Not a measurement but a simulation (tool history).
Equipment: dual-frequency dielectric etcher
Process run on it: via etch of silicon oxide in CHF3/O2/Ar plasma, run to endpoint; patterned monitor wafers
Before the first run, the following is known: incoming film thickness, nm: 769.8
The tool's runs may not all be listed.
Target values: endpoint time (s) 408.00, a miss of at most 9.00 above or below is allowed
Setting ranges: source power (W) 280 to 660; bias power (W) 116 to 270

Run 1, hour 0.0: source power (W) 470, bias power (W) 193. Result: endpoint time (s) 447.12.
Run 2, hour 8.0: source power (W) 440, bias power (W) 193. Result: endpoint time (s) 466.98.
Run 3, hour 11.6: source power (W) 440, bias power (W) 220. Result: endpoint time (s) 445.08.
Run 4, hour 12.3: source power (W) 380, bias power (W) 220. Result: endpoint time (s) 473.78.
Run 5, hour 19.9: source power (W) 440, bias power (W) 220. Result: endpoint time (s) 445.50.
Run 6, hour 23.6: source power (W) 390, bias power (W) 220. Result: endpoint time (s) 463.41.
At hour 28.4: bias power generator calibrated.
Run 7, hour 28.4: source power (W) 410, bias power (W) 222. Result: endpoint time (s) 449.15.
Run 8, hour 30.4: source power (W) 430, bias power (W) 223. Result: endpoint time (s) 438.58.

4 candidate next runs follow, results not yet known. Just one meets every target within its allowed miss. Identify it.
Run A, hour 32.4: source power (W) 450, bias power (W) 228. Result: endpoint time (s) ?.
Run B, hour 32.4: source power (W) 510, bias power (W) 234. Result: endpoint time (s) ?.
Run C, hour 32.4: source power (W) 460, bias power (W) 208. Result: endpoint time (s) ?.
Run D, hour 32.4: source power (W) 470, bias power (W) 210. Result: endpoint time (s) ?.

move  endpoint time (s)
   A             429.94
   B             407.39
   C             439.97
   D             435.17
A: nearer than the last run, and not there yet
B: in spec on every target
C: roughly where the last run was
D: nearer than the last run, and not there yet
The right move is B.

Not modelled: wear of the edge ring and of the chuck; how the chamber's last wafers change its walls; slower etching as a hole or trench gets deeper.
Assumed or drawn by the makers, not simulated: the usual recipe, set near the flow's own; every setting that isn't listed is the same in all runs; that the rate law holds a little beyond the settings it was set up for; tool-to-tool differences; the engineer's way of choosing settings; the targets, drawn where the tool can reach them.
